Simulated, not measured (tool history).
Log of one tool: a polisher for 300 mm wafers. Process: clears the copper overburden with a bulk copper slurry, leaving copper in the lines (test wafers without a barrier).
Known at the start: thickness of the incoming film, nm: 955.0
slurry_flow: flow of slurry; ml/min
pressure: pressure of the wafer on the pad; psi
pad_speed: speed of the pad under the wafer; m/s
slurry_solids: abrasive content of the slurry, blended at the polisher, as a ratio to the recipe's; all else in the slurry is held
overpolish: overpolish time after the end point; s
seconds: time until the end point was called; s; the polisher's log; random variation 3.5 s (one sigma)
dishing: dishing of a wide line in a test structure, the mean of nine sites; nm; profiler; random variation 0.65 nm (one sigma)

| run | day | slurry_flow | pressure | pad_speed | slurry_solids | overpolish | seconds | dishing |
|---|---|---|---|---|---|---|---|---|
| 1 | 0 | 220 | 3.1 | 1.1 | 1 | 13 | 75.606 | 95.694 |
| 2 | 0.308 | 220 | 3.6 | 1.1 | 1 | 13 | 63.656 | 112.13 |
| 3 | 0.583 | 220 | 3.6 | 1.1 | 1.15 | 13 | 62.325 | 111.8 |
| 4 | 0.867 | 220 | 2.9 | 1.1 | 1.15 | 13 | 74.759 | 93.988 |
| 5 | 1.129 | 260 | 2.9 | 1.1 | 1.15 | 13 | 74.967 | 91.065 |
| 6 | 1.175 | 265 | 2.6 | 0.96 | 1.15 | 11 | 96.148 | 72.491 |
| 7 | 1.225 | 285 | 2.3 | 0.86 | 1.2 | 9 | 118.29 | 49.728 |
| 8 | 1.267 | 285 | 2.2 | 0.8 | 1.2 | 8 | 133.64 | 42.336 |
| 9 | 1.558 | 285 | 2 | 0.78 | 1.2 | 7 | 148.88 | 31.576 |
| 10 | 1.792 | 275 | 1.9 | 0.76 | 1.2 | 7 | 155.25 | 30.138 |

Forecast run 11:
| 11 | 1.858 | 270 | 1.8 | 0.74 | 1.2 | 8 | ? | ? |

seconds: 168.12 s
dishing: 31.694 nm
